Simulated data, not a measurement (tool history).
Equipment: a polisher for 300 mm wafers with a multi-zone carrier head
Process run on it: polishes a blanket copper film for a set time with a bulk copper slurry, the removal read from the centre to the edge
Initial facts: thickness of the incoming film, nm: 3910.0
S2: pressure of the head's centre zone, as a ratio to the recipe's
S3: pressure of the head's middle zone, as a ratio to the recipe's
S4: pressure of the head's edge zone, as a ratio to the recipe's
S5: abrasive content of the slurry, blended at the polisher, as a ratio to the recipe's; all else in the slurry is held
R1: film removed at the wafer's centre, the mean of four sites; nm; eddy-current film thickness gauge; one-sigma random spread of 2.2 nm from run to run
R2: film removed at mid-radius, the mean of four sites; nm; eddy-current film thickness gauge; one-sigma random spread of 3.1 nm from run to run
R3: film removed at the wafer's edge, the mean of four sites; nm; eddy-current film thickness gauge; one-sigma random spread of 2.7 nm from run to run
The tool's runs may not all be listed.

Run 1, day 0: flow of slurry (ml/min) 195, S2 1, S3 1, S4 1, S5 1, polishing time (s) 39. Result: R1 303.16 nm, R2 306.12 nm, R3 303.7 nm.
Run 2, day 0.033: flow of slurry (ml/min) 190, S2 0.98, S3 0.99, S4 0.97, S5 0.85, polishing time (s) 36. Result: R1 266.14 nm, R2 268.77 nm, R3 263.76 nm.
Run 3, day 0.067: flow of slurry (ml/min) 185, S2 0.95, S3 0.98, S4 0.94, S5 0.75, polishing time (s) 35. Result: R1 241.95 nm, R2 258.95 nm, R3 257.82 nm.
Run 4, day 0.167: flow of slurry (ml/min) 185, S2 0.96, S3 0.99, S4 0.93, S5 0.7, polishing time (s) 33. Result: R1 226.51 nm, R2 235.69 nm, R3 230.67 nm.
Run 5, day 0.321: flow of slurry (ml/min) 180, S2 0.96, S3 0.99, S4 0.91, S5 0.65, polishing time (s) 33. Result: R1 227.16 nm, R2 235.53 nm, R3 227.49 nm.
Run 6, day 0.446: flow of slurry (ml/min) 180, S2 0.96, S3 0.99, S4 0.91, S5 0.65, polishing time (s) 25. Result: R1 171.88 nm, R2 176.42 nm, R3 171.37 nm.
Run 7, day 0.642: flow of slurry (ml/min) 190, S2 0.96, S3 1, S4 0.93, S5 0.8, polishing time (s) 26. Result: R1 184.22 nm, R2 198.15 nm, R3 190.83 nm.

Run 8 is up next; what results do you expect?
Run 8, day 0.721: flow of slurry (ml/min) 205, S2 0.97, S3 1, S4 0.94, S5 0.85, polishing time (s) 26. Result: R1 ?, R2 ?, R3 ?.

R1: 190.6 nm
R2: 196.67 nm
R3: 189.13 nm
